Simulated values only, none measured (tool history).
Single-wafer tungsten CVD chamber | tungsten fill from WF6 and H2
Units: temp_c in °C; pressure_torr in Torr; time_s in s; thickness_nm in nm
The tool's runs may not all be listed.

| run | day | temp_c | pressure_torr | time_s | thickness_nm |
|---|---|---|---|---|---|
| 1 | 0 | 385 | 42.4 | 18.8 | 49.325 |
| 2 | 0.2 | 385 | 42.4 | 18.8 | 49.055 |
| 3 | 0.267 | 378 | 42.1 | 18.8 | 42.176 |
| 4 | 0.492 | 373 | 41.9 | 18.8 | 37.449 |
| 5 | 0.683 | 370 | 41.8 | 18.8 | 34.892 |
| 6 | 0.917 | 368 | 41.7 | 18.8 | 33.161 |
| 7 | 1.067 | 367 | 41.7 | 18.8 | 32.576 |

Run 8 comes next. What will it give?
| 8 | 1.104 | 366 | 41.7 | 18.8 | ? |

Run 8 gave thickness_nm 31.587 nm.
